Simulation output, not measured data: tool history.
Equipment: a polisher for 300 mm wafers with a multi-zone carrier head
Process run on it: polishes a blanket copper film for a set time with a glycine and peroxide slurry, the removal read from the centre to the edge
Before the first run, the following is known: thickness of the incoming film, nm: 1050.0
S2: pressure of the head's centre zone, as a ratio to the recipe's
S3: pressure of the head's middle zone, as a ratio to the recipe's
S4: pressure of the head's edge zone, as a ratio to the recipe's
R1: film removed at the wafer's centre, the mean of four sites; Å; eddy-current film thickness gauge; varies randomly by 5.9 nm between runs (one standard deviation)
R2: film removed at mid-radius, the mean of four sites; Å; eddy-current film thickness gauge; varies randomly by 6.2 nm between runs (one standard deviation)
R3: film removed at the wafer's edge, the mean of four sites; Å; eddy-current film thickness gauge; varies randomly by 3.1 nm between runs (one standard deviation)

{"run": 1, "day": 0.0, "flow of slurry (ml/min)": 265, "S2": 1, "S3": 1, "S4": 1, "polishing time (s)": 48, "R1": 2962.7, "R2": 3034.7, "R3": 2914.1}
{"run": 2, "day": 0.108, "flow of slurry (ml/min)": 275, "S2": 1.03, "S3": 1.04, "S4": 1.01, "polishing time (s)": 51, "R1": 3193.5, "R2": 3327.5, "R3": 3130.4}
{"run": 3, "day": 0.404, "flow of slurry (ml/min)": 285, "S2": 1.06, "S3": 1.07, "S4": 1, "polishing time (s)": 53, "R1": 3532.1, "R2": 3570.1, "R3": 3211.6}
{"run": 4, "day": 0.433, "flow of slurry (ml/min)": 285, "S2": 1.01, "S3": 1.07, "S4": 1, "polishing time (s)": 53, "R1": 3356.2, "R2": 3550, "R3": 3273.2}
{"run": 5, "day": 0.629, "flow of slurry (ml/min)": 335, "S2": 1.01, "S3": 1.07, "S4": 1, "polishing time (s)": 53, "R1": 3382.1, "R2": 3524.1, "R3": 3295.5}
{"run": 6, "day": 0.717, "flow of slurry (ml/min)": 330, "S2": 1.03, "S3": 1.09, "S4": 1, "polishing time (s)": 55, "R1": 3572.1, "R2": 3791.9, "R3": 3409.8}
{"run": 7, "day": 1.067, "flow of slurry (ml/min)": 330, "S2": 1.05, "S3": 1.11, "S4": 1.01, "polishing time (s)": 56, "R1": 3723.4, "R2": 3923.9, "R3": 3471.6}
{"run": 8, "day": 1.412, "flow of slurry (ml/min)": 330, "S2": 1.06, "S3": 1.12, "S4": 1.02, "polishing time (s)": 57, "R1": 3798.6, "R2": 4071.2, "R3": 3594.4}

The next listed run, before its measurement:
{"run": 9, "day": 1.671, "flow of slurry (ml/min)": 330, "S2": 1.08, "S3": 1.13, "S4": 1.03, "polishing time (s)": 58, "R1": "?", "R2": "?", "R3": "?"}

{"run 9": {"R1": 3878.3, "R2": 4174, "R3": 3662.4}}
